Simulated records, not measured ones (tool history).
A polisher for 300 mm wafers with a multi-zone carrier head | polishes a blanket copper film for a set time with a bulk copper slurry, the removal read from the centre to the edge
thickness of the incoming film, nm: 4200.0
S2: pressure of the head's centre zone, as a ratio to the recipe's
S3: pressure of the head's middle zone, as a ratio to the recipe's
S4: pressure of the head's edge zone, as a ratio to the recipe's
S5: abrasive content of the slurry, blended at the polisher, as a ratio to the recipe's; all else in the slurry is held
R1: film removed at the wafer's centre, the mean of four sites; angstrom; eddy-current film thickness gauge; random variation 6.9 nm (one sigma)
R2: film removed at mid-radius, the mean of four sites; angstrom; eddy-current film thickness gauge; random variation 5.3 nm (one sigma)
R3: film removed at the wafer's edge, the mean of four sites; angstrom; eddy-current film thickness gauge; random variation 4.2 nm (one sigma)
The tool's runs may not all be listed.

run 1 hour=0 | flow_of_slurry_(ml/min)=190 S2=1 S3=1 S4=1 S5=1 polishing_time_(s)=52 | R1=3942.2 R2=3853.5 R3=3894.6
run 2 hour=2.4 | flow_of_slurry_(ml/min)=215 S2=1 S3=1 S4=1 S5=1 polishing_time_(s)=52 | R1=3967.4 R2=3878.8 R3=3870.4
run 3 hour=3.9 | flow_of_slurry_(ml/min)=210 S2=1.01 S3=0.98 S4=1.02 S5=1.05 polishing_time_(s)=54 | R1=4135.4 R2=4085.7 R3=4090.8
run 4 hour=7.5 | flow_of_slurry_(ml/min)=210 S2=1.01 S3=0.94 S4=1.02 S5=1.05 polishing_time_(s)=54 | R1=4206.1 R2=3788.9 R3=4144.2
run 5 hour=13.1 | flow_of_slurry_(ml/min)=210 S2=1.01 S3=0.94 S4=0.94 S5=1.05 polishing_time_(s)=54 | R1=4207.5 R2=3813.6 R3=3995.2
run 6 hour=16.2 | flow_of_slurry_(ml/min)=210 S2=1.01 S3=0.94 S4=0.94 S5=0.85 polishing_time_(s)=54 | R1=4009.2 R2=3762.5 R3=3856.9

The next listed run, before its measurement:
run 7 hour=21.2 | flow_of_slurry_(ml/min)=205 S2=1.01 S3=0.93 S4=0.96 S5=0.95 polishing_time_(s)=56 | R1=? R2=? R3=?

R1: 4307.2 angstrom
R2: 3844.7 angstrom
R3: 4078.7 angstrom
